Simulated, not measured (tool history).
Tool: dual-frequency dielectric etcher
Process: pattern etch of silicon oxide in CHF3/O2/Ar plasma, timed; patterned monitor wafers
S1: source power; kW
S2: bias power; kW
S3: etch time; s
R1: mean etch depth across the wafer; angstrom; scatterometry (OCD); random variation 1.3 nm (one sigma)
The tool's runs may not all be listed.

run	hour	S1	S2	S3	R1
1	0.0	0.810	0.192	346.0	7644.9
2	8.7	0.780	0.187	345.0	7440.4
3	16.0	0.760	0.183	344.0	7216.5
4	17.0	0.640	0.183	344.0	6822.8
5	20.2	0.630	0.181	343.5	6691.8
6	20.8	0.630	0.204	343.5	7118.4
7	23.9	0.620	0.200	343.0	7009.0
8	28.8	0.610	0.197	342.5	6914.7
9	36.6	0.600	0.194	342.0	6769.3
10	38.2	0.590	0.192	341.5	6712.6
11	40.3	0.580	0.190	341.0	6582.4
12	44.0	0.570	0.189	341.0	6533.4
13	49.0	0.560	0.188	341.0	6504.2

Forecast run 14:
14	52.4	0.550	0.187	341.0	?

{"run 14": {"R1": 6414.0}}

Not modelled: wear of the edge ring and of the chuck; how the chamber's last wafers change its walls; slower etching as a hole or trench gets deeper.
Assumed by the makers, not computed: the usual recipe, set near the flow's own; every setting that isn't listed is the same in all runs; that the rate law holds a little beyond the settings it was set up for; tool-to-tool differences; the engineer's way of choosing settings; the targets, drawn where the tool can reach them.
